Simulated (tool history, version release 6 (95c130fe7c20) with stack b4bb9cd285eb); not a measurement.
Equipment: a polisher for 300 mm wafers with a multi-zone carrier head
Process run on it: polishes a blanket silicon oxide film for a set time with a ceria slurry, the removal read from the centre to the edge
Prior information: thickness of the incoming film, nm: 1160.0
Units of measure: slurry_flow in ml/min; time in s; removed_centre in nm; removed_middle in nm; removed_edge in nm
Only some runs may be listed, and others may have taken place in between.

run  hour  slurry_flow  centre_zone  middle_zone  edge_zone  time  removed_centre  removed_middle  removed_edge
  1   0.0          305         1.00         1.00       1.00    79          437.19          460.00        456.97
  2   4.3          310         1.00         1.02       1.00    82          454.08          484.14        466.37
  3  12.5          350         1.00         1.02       1.00    82          467.54          491.89        485.21
  4  15.6          350         1.00         1.04       1.00    85          476.29          520.40        491.00
  5  20.2          355         1.00         1.05       1.01    87          494.68          538.28        510.56
  6  21.8          355         1.00         1.05       1.09    87          494.58          537.17        522.55

Run 7 has not been measured yet. What should we expect?
  7  25.5          355         1.00         1.07       1.09    89               ?               ?             ?

Run 7 yielded removed_centre 517.74 nm, removed_middle 556.90 nm, removed_edge 531.16 nm.

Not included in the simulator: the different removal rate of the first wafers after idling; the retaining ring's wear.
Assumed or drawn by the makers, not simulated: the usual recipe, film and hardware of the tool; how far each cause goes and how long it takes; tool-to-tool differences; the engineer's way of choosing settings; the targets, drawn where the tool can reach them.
